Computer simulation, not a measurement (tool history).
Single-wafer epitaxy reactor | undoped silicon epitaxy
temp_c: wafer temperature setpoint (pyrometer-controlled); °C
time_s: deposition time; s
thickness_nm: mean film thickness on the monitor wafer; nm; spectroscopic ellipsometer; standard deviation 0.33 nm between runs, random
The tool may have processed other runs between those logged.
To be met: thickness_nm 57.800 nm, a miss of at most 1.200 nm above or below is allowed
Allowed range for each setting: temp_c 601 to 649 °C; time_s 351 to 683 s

run    day  temp_c  time_s  thickness_nm
  1  0.000     625     517        52.691
  2  0.242     626     517        52.916
  3  0.562     626     446        46.165
  4  0.675     629     447        49.987
  5  0.725     636     447        58.883
  6  0.862     636     476        62.826
  7  0.896     635     476        60.948
  8  1.008     634     476        60.090

5 next moves are on the table. One of them brings every result within its allowed miss. Which?
  A  1.121     632     500             ?
  B  1.121     638     455             ?
  C  1.121     638     468             ?
  D  1.121     629     516             ?
  E  1.121     648     360             ?

move  thickness_nm
   A        60.124
   B        63.181
   C        64.987
   D        57.695
   E        63.259
A: as far off as the last run
B: further off than the last run
C: further off than the last run
D: in spec on every target
E: further off than the last run
Answer: D

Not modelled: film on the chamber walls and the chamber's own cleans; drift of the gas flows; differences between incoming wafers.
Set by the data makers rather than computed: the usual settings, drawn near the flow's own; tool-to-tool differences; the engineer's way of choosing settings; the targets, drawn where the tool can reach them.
